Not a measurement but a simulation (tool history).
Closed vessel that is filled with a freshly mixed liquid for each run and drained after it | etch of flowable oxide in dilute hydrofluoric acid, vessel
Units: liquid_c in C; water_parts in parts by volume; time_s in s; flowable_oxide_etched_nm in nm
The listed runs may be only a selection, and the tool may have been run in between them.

| run | hour | liquid_c | water_parts | time_s | flowable_oxide_etched_nm |
|---|---|---|---|---|---|
| 1 | 0.0 | 26.0 | 195 | 130 | 19.006 |
| 2 | 7.7 | 26.0 | 160 | 130 | 24.552 |
| 3 | 8.5 | 23.5 | 185 | 130 | 18.836 |
| 4 | 15.8 | 23.5 | 250 | 130 | 12.864 |
| 5 | 22.0 | 22.0 | 255 | 130 | 11.837 |
| 6 | 25.7 | 21.0 | 255 | 130 | 11.603 |
| 7 | 34.5 | 20.0 | 255 | 130 | 10.935 |
| 8 | 40.7 | 19.5 | 255 | 130 | 10.935 |
| 9 | 43.2 | 19.0 | 255 | 130 | 10.659 |

Estimate the outcome of run 10 from the log above:
| 10 | 48.3 | 19.0 | 255 | 130 | ? |

For run 10 the tool returned flowable_oxide_etched_nm 10.763 nm.
